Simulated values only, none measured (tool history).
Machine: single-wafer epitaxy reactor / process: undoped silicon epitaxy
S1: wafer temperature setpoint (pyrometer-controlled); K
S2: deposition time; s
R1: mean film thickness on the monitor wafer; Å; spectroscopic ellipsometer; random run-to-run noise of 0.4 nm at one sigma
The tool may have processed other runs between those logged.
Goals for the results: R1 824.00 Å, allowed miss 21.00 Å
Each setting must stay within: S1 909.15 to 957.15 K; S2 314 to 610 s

run,hour,S1,S2,R1
1,0.0,933.15,462,1001.60
2,4.0,933.15,416,896.51
3,7.7,943.15,416,1076.80
4,8.2,943.15,477,1231.50
5,15.7,943.15,535,1391.60
6,24.1,937.15,535,1242.50
7,29.4,931.15,533,1107.00
8,30.1,926.15,531,1005.40

Which of these 4 next moves meets every target?
A,30.8,941.15,569,?
B,30.8,910.15,522,?
C,30.8,914.15,549,?
D,30.8,935.15,610,?

move,R1
A,1420.90
B,722.49
C,821.60
D,1362.50
A: further off than the last run
B: takes the result that was furthest off past its target
C: every result lands within tolerance
D: further off than the last run
Correct choice: C, which meets every target
